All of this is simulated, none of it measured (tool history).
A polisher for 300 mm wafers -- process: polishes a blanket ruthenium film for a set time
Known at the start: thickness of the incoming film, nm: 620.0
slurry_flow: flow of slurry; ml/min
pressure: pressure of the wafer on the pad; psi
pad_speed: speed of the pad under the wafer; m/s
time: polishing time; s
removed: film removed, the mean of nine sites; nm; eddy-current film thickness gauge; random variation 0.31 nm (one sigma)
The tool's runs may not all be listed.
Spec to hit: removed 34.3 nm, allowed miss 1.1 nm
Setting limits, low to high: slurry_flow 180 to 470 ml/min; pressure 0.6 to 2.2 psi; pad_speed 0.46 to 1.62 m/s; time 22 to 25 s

| run | hour | slurry_flow | pressure | pad_speed | time | removed |
|---|---|---|---|---|---|---|
| 1 | 0 | 300 | 1.4 | 1.04 | 25 | 18.54 |
| 2 | 2.9 | 300 | 1.5 | 1.04 | 25 | 19.859 |
| 3 | 6.5 | 300 | 1.5 | 1.04 | 22 | 17.656 |
| 4 | 15.2 | 300 | 1.5 | 1.22 | 22 | 20.535 |
| 5 | 20 | 255 | 1.5 | 1.22 | 22 | 19.988 |
| 6 | 21.6 | 255 | 1.5 | 0.98 | 22 | 16.529 |
| 7 | 24.6 | 265 | 1.6 | 1.02 | 22 | 17.971 |
| 8 | 26.9 | 275 | 1.7 | 1.06 | 22 | 20.227 |
| 9 | 28.9 | 280 | 2.1 | 1.24 | 22 | 28.639 |
| 10 | 30.5 | 285 | 2.1 | 1.26 | 22 | 28.799 |
| 11 | 32.3 | 285 | 2.2 | 1.38 | 22 | 33.015 |

Exercise: of the 4 proposed moves below, exactly one satisfies all targets within the stated allowed misses. Which move is it?
| A | 34.1 | 265 | 2.2 | 1.48 | 23 | ? |
| B | 34.1 | 305 | 2.1 | 1.38 | 25 | ? |
| C | 34.1 | 210 | 2 | 1.44 | 22 | ? |
| D | 34.1 | 335 | 1.9 | 1.42 | 25 | ? |

| move | removed |
|---|---|
| A | 37.186 |
| B | 36.676 |
| C | 30.729 |
| D | 34.428 |
A: moves the result that the last run missed by most past its target, out the other side
B: moves the result that the last run missed by most past its target, out the other side
C: its largest miss is bigger than the last run's
D: every result within its allowed miss
Answer: D
